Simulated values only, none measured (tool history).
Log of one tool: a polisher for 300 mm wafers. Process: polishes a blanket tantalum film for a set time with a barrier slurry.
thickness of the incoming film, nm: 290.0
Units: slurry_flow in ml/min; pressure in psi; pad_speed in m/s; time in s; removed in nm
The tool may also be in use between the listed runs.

| run | hour | slurry_flow | pressure | pad_speed | slurry_solids | time | removed |
|---|---|---|---|---|---|---|---|
| 1 | 0.0 | 180 | 1.4 | 1.08 | 1.0 | 64 | 73.823 |
| 2 | 2.6 | 185 | 1.5 | 1.08 | 1.0 | 64 | 77.779 |
| 3 | 3.3 | 185 | 1.6 | 1.08 | 1.0 | 64 | 81.100 |
| 4 | 6.2 | 185 | 1.4 | 1.08 | 1.0 | 64 | 74.637 |
| 5 | 8.7 | 185 | 1.4 | 0.82 | 1.0 | 64 | 61.416 |
| 6 | 15.0 | 185 | 1.4 | 0.82 | 1.0 | 67 | 65.778 |
| 7 | 17.3 | 215 | 1.8 | 0.84 | 1.0 | 67 | 85.217 |
| 8 | 19.3 | 225 | 2.0 | 0.84 | 1.0 | 67 | 92.000 |
| 9 | 24.6 | 230 | 2.1 | 0.86 | 1.0 | 67 | 100.500 |

Run 10 comes next. What will it give?
| 10 | 33.2 | 240 | 2.1 | 0.86 | 1.0 | 67 | ? |

removed: 100.460 nm

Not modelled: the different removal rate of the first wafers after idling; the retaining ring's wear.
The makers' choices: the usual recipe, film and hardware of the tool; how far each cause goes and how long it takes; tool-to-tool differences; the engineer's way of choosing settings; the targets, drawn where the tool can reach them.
